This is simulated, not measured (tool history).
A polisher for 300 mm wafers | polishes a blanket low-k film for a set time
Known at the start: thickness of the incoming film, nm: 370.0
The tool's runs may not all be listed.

run,hour,flow of slurry (ml/min),pressure of the wafer on the pad (psi),speed of the pad under the wafer (m/s),abrasive content of the slurry,polishing time (s),film removed (Å)
1,0.0,160,1.3,1.12,1.0,30,107.580
2,5.4,170,1.5,1.12,1.0,30,125.800
3,7.3,170,1.5,1.12,1.1,30,132.170
4,10.0,170,1.5,0.88,1.1,30,110.020
5,18.4,170,1.5,0.74,1.1,30,99.381
6,22.9,170,1.5,0.74,1.1,30,98.953
7,28.7,175,1.7,0.78,1.1,30,116.340
8,37.6,180,1.8,0.84,1.1,30,129.630
9,42.5,180,1.9,0.88,1.1,30,143.040
10,46.5,180,1.9,0.88,1.1,30,141.660

The next listed run, before its measurement:
11,52.5,210,2.1,0.98,1.1,30,?

Run 11 gave film removed (Å) 170.820.
